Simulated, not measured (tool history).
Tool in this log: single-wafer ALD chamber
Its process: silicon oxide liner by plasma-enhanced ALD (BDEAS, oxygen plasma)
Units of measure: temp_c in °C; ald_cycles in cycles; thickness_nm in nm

run	hour	temp_c	ald_cycles	thickness_nm
1	0	320	54	4.5988
2	3.4	320	50	4.2519
3	10.5	320	53	4.4912
4	17.8	320	48	4.0705
5	18.5	319	52	4.398
6	25	319	56	4.7755
7	29.9	319	58	4.9562
8	35.6	319	59	5.0288

What does the tool deliver on the next run?
9	40.8	319	60	?

{"run 9": {"thickness_nm": 5.0795}}
